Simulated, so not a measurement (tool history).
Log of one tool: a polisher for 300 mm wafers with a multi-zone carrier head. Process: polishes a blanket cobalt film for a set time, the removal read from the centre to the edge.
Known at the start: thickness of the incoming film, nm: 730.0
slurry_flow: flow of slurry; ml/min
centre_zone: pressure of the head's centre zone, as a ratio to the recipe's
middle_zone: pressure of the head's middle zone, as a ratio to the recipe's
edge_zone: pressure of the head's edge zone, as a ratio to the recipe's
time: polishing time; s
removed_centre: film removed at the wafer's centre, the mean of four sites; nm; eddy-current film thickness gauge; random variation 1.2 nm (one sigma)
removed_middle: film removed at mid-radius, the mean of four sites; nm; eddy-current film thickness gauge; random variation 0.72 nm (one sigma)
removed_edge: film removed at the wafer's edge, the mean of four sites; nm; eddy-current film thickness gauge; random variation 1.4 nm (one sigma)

{"run": 1, "day": 0.0, "slurry_flow": 225, "centre_zone": 1.0, "middle_zone": 1.0, "edge_zone": 1.0, "time": 39, "removed_centre": 137.69, "removed_middle": 137.65, "removed_edge": 138.21}
{"run": 2, "day": 0.212, "slurry_flow": 215, "centre_zone": 1.0, "middle_zone": 0.95, "edge_zone": 0.95, "time": 38, "removed_centre": 131.2, "removed_middle": 129.33, "removed_edge": 127.93}
{"run": 3, "day": 0.512, "slurry_flow": 215, "centre_zone": 1.0, "middle_zone": 0.95, "edge_zone": 0.95, "time": 45, "removed_centre": 155.52, "removed_middle": 152.64, "removed_edge": 153.37}
{"run": 4, "day": 0.671, "slurry_flow": 215, "centre_zone": 1.0, "middle_zone": 1.03, "edge_zone": 0.95, "time": 45, "removed_centre": 156.11, "removed_middle": 163.55, "removed_edge": 153.5}
{"run": 5, "day": 0.754, "slurry_flow": 215, "centre_zone": 1.0, "middle_zone": 1.03, "edge_zone": 0.88, "time": 45, "removed_centre": 158.45, "removed_middle": 162.66, "removed_edge": 150.45}
{"run": 6, "day": 0.817, "slurry_flow": 215, "centre_zone": 1.0, "middle_zone": 1.03, "edge_zone": 0.88, "time": 52, "removed_centre": 181.93, "removed_middle": 187.93, "removed_edge": 175.4}
{"run": 7, "day": 0.862, "slurry_flow": 205, "centre_zone": 1.0, "middle_zone": 0.96, "edge_zone": 0.88, "time": 46, "removed_centre": 162.61, "removed_middle": 156.43, "removed_edge": 148.55}
{"run": 8, "day": 1.138, "slurry_flow": 205, "centre_zone": 0.99, "middle_zone": 0.91, "edge_zone": 0.91, "time": 42, "removed_centre": 147.26, "removed_middle": 137.14, "removed_edge": 141.22}
{"run": 9, "day": 1.175, "slurry_flow": 195, "centre_zone": 0.98, "middle_zone": 0.88, "edge_zone": 0.89, "time": 39, "removed_centre": 131.7, "removed_middle": 121.73, "removed_edge": 131.73}
{"run": 10, "day": 1.458, "slurry_flow": 195, "centre_zone": 0.99, "middle_zone": 0.87, "edge_zone": 0.87, "time": 37, "removed_centre": 127.33, "removed_middle": 116.07, "removed_edge": 120.44}
{"run": 11, "day": 1.533, "slurry_flow": 185, "centre_zone": 0.99, "middle_zone": 0.85, "edge_zone": 0.85, "time": 37, "removed_centre": 126.14, "removed_middle": 113.33, "removed_edge": 119.31}

Forecast run 12:
{"run": 12, "day": 1.862, "slurry_flow": 175, "centre_zone": 0.99, "middle_zone": 0.84, "edge_zone": 0.84, "time": 37, "removed_centre": "?", "removed_middle": "?", "removed_edge": "?"}

Run 12 gave removed_centre 124.41 nm, removed_middle 110.11 nm, removed_edge 115.22 nm.
